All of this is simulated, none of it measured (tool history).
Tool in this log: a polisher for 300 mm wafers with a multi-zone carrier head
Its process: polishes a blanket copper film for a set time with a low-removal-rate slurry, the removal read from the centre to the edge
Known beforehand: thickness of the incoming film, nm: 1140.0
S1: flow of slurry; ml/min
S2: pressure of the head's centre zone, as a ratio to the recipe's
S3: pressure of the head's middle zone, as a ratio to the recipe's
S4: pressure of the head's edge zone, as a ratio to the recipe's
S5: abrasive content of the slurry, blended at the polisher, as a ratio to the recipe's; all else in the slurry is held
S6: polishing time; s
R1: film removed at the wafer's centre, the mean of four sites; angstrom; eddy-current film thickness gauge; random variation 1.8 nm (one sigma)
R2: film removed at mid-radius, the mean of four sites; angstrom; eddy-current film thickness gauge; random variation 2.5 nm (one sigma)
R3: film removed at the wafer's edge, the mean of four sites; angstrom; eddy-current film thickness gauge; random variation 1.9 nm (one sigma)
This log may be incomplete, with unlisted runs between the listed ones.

run  hour   S1    S2    S3    S4    S5  S6      R1      R2      R3
  1     0  120     1     1     1     1  59  1530.5  1580.8  1559.2
  2   7.8  130  1.02  1.02  1.05  1.15  62  1704.6  1806.5  1775.3
  3  10.8  130  1.02  1.02  1.13  1.15  62  1687.8    1784  1818.4
  4  18.7  130  1.02  0.99  1.13  1.15  62  1713.1  1760.9  1827.9
  5  25.9  130  1.02  0.93  1.13  1.15  62  1692.3  1682.2  1785.4
  6  29.2  140  1.05  0.97  1.15  1.25  64  1864.6  1794.2  1942.1

Forecast run 7:
  7  34.3  170  1.07  1.07  1.13  1.5  68   ?   ?   ?

{"run 7": {"R1": 2141, "R2": 2234.8, "R3": 2180.8}}

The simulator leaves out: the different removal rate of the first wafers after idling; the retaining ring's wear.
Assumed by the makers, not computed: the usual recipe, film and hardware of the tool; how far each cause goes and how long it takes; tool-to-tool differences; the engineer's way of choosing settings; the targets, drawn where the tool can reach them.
